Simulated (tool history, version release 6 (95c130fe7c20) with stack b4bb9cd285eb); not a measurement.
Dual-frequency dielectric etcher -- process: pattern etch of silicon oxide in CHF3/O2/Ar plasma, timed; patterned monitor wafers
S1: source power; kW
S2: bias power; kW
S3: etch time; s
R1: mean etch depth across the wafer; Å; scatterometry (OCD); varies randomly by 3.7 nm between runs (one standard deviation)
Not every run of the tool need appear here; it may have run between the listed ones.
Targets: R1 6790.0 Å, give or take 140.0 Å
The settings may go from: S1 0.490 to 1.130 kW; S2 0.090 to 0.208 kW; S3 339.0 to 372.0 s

run 1 hour=0.0 | S1=0.810 S2=0.149 S3=372.0 | R1=8233.6
run 2 hour=6.2 | S1=0.690 S2=0.149 S3=372.0 | R1=7647.2
run 3 hour=8.8 | S1=0.630 S2=0.149 S3=372.0 | R1=7363.3
run 4 hour=14.7 | S1=0.710 S2=0.149 S3=372.0 | R1=7659.1
run 5 hour=16.1 | S1=0.660 S2=0.147 S3=371.5 | R1=7394.8
run 6 hour=22.6 | S1=0.790 S2=0.147 S3=371.5 | R1=8117.0
run 7 hour=27.7 | S1=0.720 S2=0.145 S3=371.0 | R1=7665.6
run 8 hour=28.7 | S1=0.670 S2=0.144 S3=370.5 | R1=7393.6
run 9 hour=34.5 | S1=0.640 S2=0.143 S3=370.5 | R1=7191.5

Consider the 4 candidate settings below. Which is the only one whose results all fall within their allowed miss of target?
run A hour=40.3 | S1=0.690 S2=0.156 S3=372.0 | R1=?
run B hour=40.3 | S1=0.680 S2=0.101 S3=359.5 | R1=?
run C hour=40.3 | S1=0.640 S2=0.155 S3=339.0 | R1=?
run D hour=40.3 | S1=0.800 S2=0.134 S3=361.0 | R1=?

move=A R1=7688.0
move=B R1=6512.9
move=C R1=6759.8
move=D R1=7616.4
A: moves away from the targets compared with the last run
B: carries the result that was furthest off beyond its target, to the other side
C: every result lands within tolerance
D: moves away from the targets compared with the last run
The move that meets every target is C.

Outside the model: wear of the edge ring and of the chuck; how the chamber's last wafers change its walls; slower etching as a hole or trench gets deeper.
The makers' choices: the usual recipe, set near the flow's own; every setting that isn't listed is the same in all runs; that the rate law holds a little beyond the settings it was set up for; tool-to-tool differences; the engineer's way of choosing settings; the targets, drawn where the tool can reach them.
